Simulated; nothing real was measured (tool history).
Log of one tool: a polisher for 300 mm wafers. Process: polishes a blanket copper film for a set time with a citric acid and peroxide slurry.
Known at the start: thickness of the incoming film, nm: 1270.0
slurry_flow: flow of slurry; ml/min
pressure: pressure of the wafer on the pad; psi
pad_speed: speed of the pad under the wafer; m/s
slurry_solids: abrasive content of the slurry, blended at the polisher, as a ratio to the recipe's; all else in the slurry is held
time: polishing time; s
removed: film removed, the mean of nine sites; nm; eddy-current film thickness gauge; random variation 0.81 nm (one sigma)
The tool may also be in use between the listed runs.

run 1 hour=0.0 | slurry_flow=220 pressure=2.1 pad_speed=1.28 slurry_solids=1.0 time=48 | removed=96.480
run 2 hour=1.0 | slurry_flow=270 pressure=2.1 pad_speed=1.28 slurry_solids=1.0 time=48 | removed=99.748
run 3 hour=6.7 | slurry_flow=275 pressure=2.2 pad_speed=1.28 slurry_solids=1.0 time=48 | removed=101.780
run 4 hour=14.8 | slurry_flow=275 pressure=2.2 pad_speed=1.28 slurry_solids=1.0 time=42 | removed=90.846
run 5 hour=19.8 | slurry_flow=275 pressure=2.2 pad_speed=1.00 slurry_solids=1.0 time=42 | removed=70.689
run 6 hour=28.1 | slurry_flow=275 pressure=2.4 pad_speed=1.06 slurry_solids=1.0 time=42 | removed=82.424
run 7 hour=33.2 | slurry_flow=275 pressure=2.6 pad_speed=1.10 slurry_solids=1.0 time=42 | removed=91.130

Forecast run 8:
run 8 hour=38.5 | slurry_flow=275 pressure=2.7 pad_speed=1.14 slurry_solids=1.0 time=42 | removed=?

Run 8 gave removed 98.688 nm.
